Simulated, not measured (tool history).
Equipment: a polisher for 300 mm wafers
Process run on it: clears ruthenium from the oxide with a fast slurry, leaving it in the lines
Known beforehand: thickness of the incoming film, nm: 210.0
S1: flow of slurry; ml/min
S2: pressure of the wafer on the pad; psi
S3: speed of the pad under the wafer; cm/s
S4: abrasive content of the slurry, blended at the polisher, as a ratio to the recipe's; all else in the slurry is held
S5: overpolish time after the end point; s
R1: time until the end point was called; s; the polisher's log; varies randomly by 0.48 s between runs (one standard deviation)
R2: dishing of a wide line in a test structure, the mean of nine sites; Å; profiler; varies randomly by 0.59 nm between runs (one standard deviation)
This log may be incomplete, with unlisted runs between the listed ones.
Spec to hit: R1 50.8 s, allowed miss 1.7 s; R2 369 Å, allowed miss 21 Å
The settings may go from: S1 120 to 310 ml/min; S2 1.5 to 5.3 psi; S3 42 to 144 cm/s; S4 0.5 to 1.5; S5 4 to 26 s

{"run": 1, "hour": 0.0, "S1": 200, "S2": 3.4, "S3": 92, "S4": 1, "S5": 13, "R1": 41.152, "R2": 516.07}
{"run": 2, "hour": 3.0, "S1": 200, "S2": 3.4, "S3": 102, "S4": 1, "S5": 13, "R1": 37.824, "R2": 549.21}
{"run": 3, "hour": 7.1, "S1": 250, "S2": 3.4, "S3": 102, "S4": 1, "S5": 13, "R1": 36.885, "R2": 570.56}
{"run": 4, "hour": 15.9, "S1": 250, "S2": 4.1, "S3": 102, "S4": 1, "S5": 13, "R1": 30.208, "R2": 660.18}
{"run": 5, "hour": 24.8, "S1": 250, "S2": 3.7, "S3": 102, "S4": 1, "S5": 12, "R1": 33.908, "R2": 556.4}
{"run": 6, "hour": 30.7, "S1": 250, "S2": 3.7, "S3": 82, "S4": 1, "S5": 12, "R1": 40.051, "R2": 487.43}
{"run": 7, "hour": 32.5, "S1": 250, "S2": 3.5, "S3": 82, "S4": 1, "S5": 12, "R1": 42.756, "R2": 449.86}
{"run": 8, "hour": 35.9, "S1": 250, "S2": 3.4, "S3": 82, "S4": 1, "S5": 12, "R1": 44.073, "R2": 451.37}
{"run": 9, "hour": 41.5, "S1": 250, "S2": 3.3, "S3": 82, "S4": 1, "S5": 12, "R1": 45.51, "R2": 447.49}
{"run": 10, "hour": 44.1, "S1": 250, "S2": 3.2, "S3": 82, "S4": 1, "S5": 12, "R1": 46.847, "R2": 429.6}

4 next moves are on the table. One of them brings every result within its allowed miss. Which?
{"run": "A", "hour": 46.7, "S1": 245, "S2": 3.1, "S3": 78, "S4": 0.95, "S5": 10, "R1": "?", "R2": "?"}
{"run": "B", "hour": 46.7, "S1": 280, "S2": 3.9, "S3": 60, "S4": 0.9, "S5": 11, "R1": "?", "R2": "?"}
{"run": "C", "hour": 46.7, "S1": 300, "S2": 3.3, "S3": 68, "S4": 1, "S5": 10, "R1": "?", "R2": "?"}
{"run": "D", "hour": 46.7, "S1": 295, "S2": 3, "S3": 80, "S4": 0.95, "S5": 9, "R1": "?", "R2": "?"}

move=A R1=51.923 R2=335.58
move=B R1=51.508 R2=368.82
move=C R1=51.714 R2=336.83
move=D R1=51.683 R2=305.82
A: pushes the last run's worst result past its target
B: all results in spec
C: pushes the last run's worst result past its target
D: pushes the last run's worst result past its target
The right move is B.
